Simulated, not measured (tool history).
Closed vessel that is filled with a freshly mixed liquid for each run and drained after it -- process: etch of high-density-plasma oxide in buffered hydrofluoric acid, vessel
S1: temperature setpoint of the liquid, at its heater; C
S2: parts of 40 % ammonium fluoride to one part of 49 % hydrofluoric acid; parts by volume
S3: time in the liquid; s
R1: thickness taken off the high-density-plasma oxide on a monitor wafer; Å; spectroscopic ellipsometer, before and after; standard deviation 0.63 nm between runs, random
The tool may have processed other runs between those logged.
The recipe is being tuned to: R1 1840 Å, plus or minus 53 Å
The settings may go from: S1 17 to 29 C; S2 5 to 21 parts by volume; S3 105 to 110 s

run    day    S1  S2   S3      R1
  1      0    21  13  105  1188.7
  2  0.346    21  11  105  1394.7
  3  0.575    21  11  105  1401.7
  4  0.742    21  11  105  1402.7
  5  0.954  21.5  11  105  1436.8
  6  1.238    22  11  105  1477.7
  7  1.575  22.5  11  105  1509.7
  8  1.858    23  11  105  1558.3
  9  2.238  23.5  11  105  1608.4
 10  2.325    24  11  105  1655.3
 11    2.4    25  11  105  1741.8

Which of these 4 next moves meets every target?
  A  2.475  26.5  10.5  105   ?
  B  2.475  27.5    11  105   ?
  C  2.475    22    10  105   ?
  D  2.475    25    11  110   ?

move      R1
   A  1976.7
   B  1992.9
   C  1622.4
   D  1825.3
A: pushes the last run's worst result past its target
B: pushes the last run's worst result past its target
C: its largest miss is bigger than the last run's
D: hits every target within its allowed miss
Move D is the one to make.
